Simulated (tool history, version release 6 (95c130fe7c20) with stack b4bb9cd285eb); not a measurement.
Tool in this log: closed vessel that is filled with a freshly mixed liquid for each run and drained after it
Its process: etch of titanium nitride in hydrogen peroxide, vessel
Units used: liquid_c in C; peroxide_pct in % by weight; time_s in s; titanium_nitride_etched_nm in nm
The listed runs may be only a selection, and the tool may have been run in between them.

run	hour	liquid_c	peroxide_pct	time_s	titanium_nitride_etched_nm
1	0.0	48.0	20.5	785	15.228
2	2.6	48.0	20.5	835	16.092
3	4.2	42.5	20.5	835	10.741
4	10.8	44.0	20.5	835	12.001
5	16.8	45.5	20.5	835	13.457
6	23.4	45.5	23.5	835	13.834
7	29.3	47.0	23.5	835	15.453
8	36.3	48.0	23.5	835	16.631
9	38.4	49.0	23.5	835	17.918
10	47.1	50.0	23.5	835	19.217
11	48.4	51.0	23.5	835	20.603
12	49.7	51.5	23.5	835	21.405
13	55.9	52.0	23.5	835	22.140

Estimate the outcome of run 14 from the log above:
14	60.3	57.0	23.5	835	?

{"run 14": {"titanium_nitride_etched_nm": 31.573}}
